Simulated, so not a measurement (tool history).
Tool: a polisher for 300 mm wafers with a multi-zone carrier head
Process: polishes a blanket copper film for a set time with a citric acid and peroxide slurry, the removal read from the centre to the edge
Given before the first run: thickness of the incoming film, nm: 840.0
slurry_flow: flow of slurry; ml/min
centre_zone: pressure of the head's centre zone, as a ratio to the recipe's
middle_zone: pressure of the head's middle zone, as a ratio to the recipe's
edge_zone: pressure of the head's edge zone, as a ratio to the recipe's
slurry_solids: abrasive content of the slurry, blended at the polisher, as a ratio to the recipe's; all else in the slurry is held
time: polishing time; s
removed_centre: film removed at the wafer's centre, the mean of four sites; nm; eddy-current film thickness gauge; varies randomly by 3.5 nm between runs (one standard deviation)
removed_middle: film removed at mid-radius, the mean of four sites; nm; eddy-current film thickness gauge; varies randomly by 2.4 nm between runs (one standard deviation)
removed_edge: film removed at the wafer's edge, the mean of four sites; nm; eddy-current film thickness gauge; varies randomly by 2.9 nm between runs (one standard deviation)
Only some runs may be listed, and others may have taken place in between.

run    day  slurry_flow  centre_zone  middle_zone  edge_zone  slurry_solids  time  removed_centre  removed_middle  removed_edge
  1      0          320            1            1          1              1    72          201.11          214.46        202.27
  2  0.129          320         1.01         1.02       1.01           1.05    73          216.37          224.85        211.89
  3  0.375          320         1.01         1.02       1.04           1.05    73          220.84          222.43        217.86
  4  0.438          325         1.01         1.04       1.04            1.1    73          212.98          233.61        222.46
  5  0.633          325         1.01         1.04       1.04              1    73           215.4          222.91         217.8
  6  0.775          325         1.01         1.04       1.04           1.15    73          218.41          236.09        225.62
  7  0.983          325         1.02         1.06       1.04           1.15    73          229.77          237.02        226.34
  8  1.296          330         1.02         1.08       1.04            1.2    73          223.78          243.11         219.8
  9  1.388          330         1.03         1.09       1.05           1.25    73          226.33          249.16        230.61

What does the tool deliver on the next run?
 10  1.575          365         1.13         1.19          1            1.4    75               ?               ?             ?

removed_centre: 268.67 nm
removed_middle: 284.07 nm
removed_edge: 237.09 nm
